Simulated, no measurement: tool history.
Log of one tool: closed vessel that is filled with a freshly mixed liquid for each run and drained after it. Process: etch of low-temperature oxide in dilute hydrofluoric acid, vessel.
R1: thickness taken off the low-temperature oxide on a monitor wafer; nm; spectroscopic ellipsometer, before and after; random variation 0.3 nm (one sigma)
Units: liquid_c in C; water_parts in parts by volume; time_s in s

Run 1, hour 0: liquid_c 24 C, water_parts 145 parts by volume, time_s 145 s. Result: R1 25.562 nm.
Run 2, hour 8.8: liquid_c 25.5 C, water_parts 145 parts by volume, time_s 145 s. Result: R1 27.006 nm.
Run 3, hour 11.2: liquid_c 25.5 C, water_parts 145 parts by volume, time_s 145 s. Result: R1 27.103 nm.
Run 4, hour 12.3: liquid_c 25.5 C, water_parts 145 parts by volume, time_s 110 s. Result: R1 20.242 nm.
Run 5, hour 19: liquid_c 25.5 C, water_parts 165 parts by volume, time_s 110 s. Result: R1 17.742 nm.
Run 6, hour 22: liquid_c 25.5 C, water_parts 165 parts by volume, time_s 145 s. Result: R1 22.693 nm.
Run 7, hour 31.4: liquid_c 27 C, water_parts 155 parts by volume, time_s 145 s. Result: R1 26.241 nm.
Run 8, hour 40.1: liquid_c 27 C, water_parts 155 parts by volume, time_s 145 s. Result: R1 26.301 nm.
Run 9, hour 44.8: liquid_c 28 C, water_parts 155 parts by volume, time_s 145 s. Result: R1 27.192 nm.
Run 10, hour 45.8: liquid_c 29 C, water_parts 155 parts by volume, time_s 145 s. Result: R1 27.629 nm.

Forecast run 11:
Run 11, hour 52.8: liquid_c 30 C, water_parts 155 parts by volume, time_s 145 s. Result: R1 ?.

R1: 29.355 nm

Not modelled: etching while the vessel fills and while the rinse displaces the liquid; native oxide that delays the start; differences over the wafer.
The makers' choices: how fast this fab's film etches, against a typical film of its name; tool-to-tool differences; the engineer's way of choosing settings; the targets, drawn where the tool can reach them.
